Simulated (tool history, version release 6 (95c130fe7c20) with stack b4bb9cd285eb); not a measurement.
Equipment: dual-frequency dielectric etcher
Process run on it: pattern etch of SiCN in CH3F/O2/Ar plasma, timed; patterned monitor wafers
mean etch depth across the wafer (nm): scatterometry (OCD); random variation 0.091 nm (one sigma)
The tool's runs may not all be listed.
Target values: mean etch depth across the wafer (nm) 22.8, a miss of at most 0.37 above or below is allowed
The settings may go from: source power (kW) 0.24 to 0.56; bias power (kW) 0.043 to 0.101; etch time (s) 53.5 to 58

run	hour	source power (kW)	bias power (kW)	etch time (s)	mean etch depth across the wafer (nm)
1	0	0.4	0.072	58	19.754
2	4.7	0.4	0.072	53.5	18.158
3	6.8	0.4	0.072	58	19.691
4	8.1	0.4	0.081	58	20.351
5	9.1	0.42	0.082	58	20.834
6	14.4	0.42	0.082	53.5	19.217
7	18.2	0.44	0.086	54	19.97
8	19	0.46	0.089	54.5	20.555
9	21.9	0.47	0.091	55	21.192
10	29.8	0.48	0.092	55	21.325
11	34.8	0.48	0.092	55	21.289
12	37.7	0.49	0.093	55	21.497

Exactly one of the 4 candidate moves below puts every result within its allowed miss. Which one?
A	40.6	0.51	0.088	56	?
B	40.6	0.56	0.1	54.5	?
C	40.6	0.48	0.082	55	?
D	40.6	0.5	0.084	54.5	?

move	mean etch depth across the wafer (nm)
A	22.025
B	22.936
C	20.787
D	21.026
A: closer than the last run, but not yet in spec
B: all results in spec
C: lands further from the targets than the last run did
D: lands further from the targets than the last run did
Go with B: it meets all targets.
